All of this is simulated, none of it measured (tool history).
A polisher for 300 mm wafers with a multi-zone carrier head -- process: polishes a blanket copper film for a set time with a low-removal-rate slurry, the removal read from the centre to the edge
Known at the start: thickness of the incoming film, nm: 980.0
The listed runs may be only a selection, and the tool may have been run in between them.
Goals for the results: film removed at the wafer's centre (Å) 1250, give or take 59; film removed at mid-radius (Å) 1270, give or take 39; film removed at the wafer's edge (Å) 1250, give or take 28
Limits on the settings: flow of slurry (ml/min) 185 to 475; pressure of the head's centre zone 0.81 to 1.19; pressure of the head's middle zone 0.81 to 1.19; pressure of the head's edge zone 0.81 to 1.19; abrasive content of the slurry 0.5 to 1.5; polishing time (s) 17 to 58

run,hour,flow of slurry (ml/min),pressure of the head's centre zone,pressure of the head's middle zone,pressure of the head's edge zone,abrasive content of the slurry,polishing time (s),film removed at the wafer's centre (Å),film removed at mid-radius (Å),film removed at the wafer's edge (Å)
1,0,305,1,1,1,1,37,1461.3,1453.1,1481.3
2,2.2,300,0.98,0.99,0.95,0.9,37,1345.8,1400,1425.3
3,7.1,300,0.98,0.99,0.95,0.9,43,1576.9,1635.8,1632.7
4,8.9,330,0.98,0.99,0.95,0.9,43,1586.7,1698.8,1674.1
5,14.5,300,0.99,0.99,0.91,0.8,42,1570.2,1568.2,1546.2
6,15.4,285,0.97,0.99,0.88,0.7,41,1395.7,1486.8,1423.2
7,16.6,265,0.97,0.97,0.86,0.65,41,1405,1415,1382.3
8,18.9,255,0.96,0.96,0.84,0.6,41,1335.9,1370.3,1340.2
9,22.1,245,0.96,0.95,0.83,0.55,41,1292.2,1314.2,1305.2
10,23.7,235,0.96,0.95,0.82,0.55,41,1289.3,1321.1,1284.2

Which of these 4 next moves meets every target?
A,25.3,270,1,1.04,0.81,0.5,39,?,?,?
B,25.3,195,1,1.04,0.81,0.55,42,?,?,?
C,25.3,290,0.91,0.98,0.81,0.7,38,?,?,?
D,25.3,260,0.96,0.93,0.82,0.65,38,?,?,?

move,film removed at the wafer's centre (Å),film removed at mid-radius (Å),film removed at the wafer's edge (Å)
A,1248.2,1371.1,1223
B,1242.1,1380.8,1263
C,1193.2,1369.4,1279.7
D,1210.6,1263.8,1249.6
A: lands further from the targets than the last run did
B: lands further from the targets than the last run did
C: lands further from the targets than the last run did
D: each result inside its tolerance
The move that meets every target is D.

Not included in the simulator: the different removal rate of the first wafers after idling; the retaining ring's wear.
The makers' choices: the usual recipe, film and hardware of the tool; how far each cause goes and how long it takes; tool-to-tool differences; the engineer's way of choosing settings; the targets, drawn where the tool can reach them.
